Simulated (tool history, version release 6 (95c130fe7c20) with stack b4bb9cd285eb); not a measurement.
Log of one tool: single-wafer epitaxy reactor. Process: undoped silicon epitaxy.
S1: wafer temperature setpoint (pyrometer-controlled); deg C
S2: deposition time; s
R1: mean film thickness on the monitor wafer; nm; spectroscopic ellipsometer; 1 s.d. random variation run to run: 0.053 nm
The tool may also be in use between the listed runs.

run,hour,S1,S2,R1
1,0,635,302,33.943
2,6,631,300,30.647
3,9.7,628,299,28.105
4,16.9,625,299,25.85
5,20.5,625,257,22.342
6,23,624,257,21.694

Run 7 is up next; what results do you expect?
7,29.3,623,257,?

{"run 7": {"R1": 21.19}}
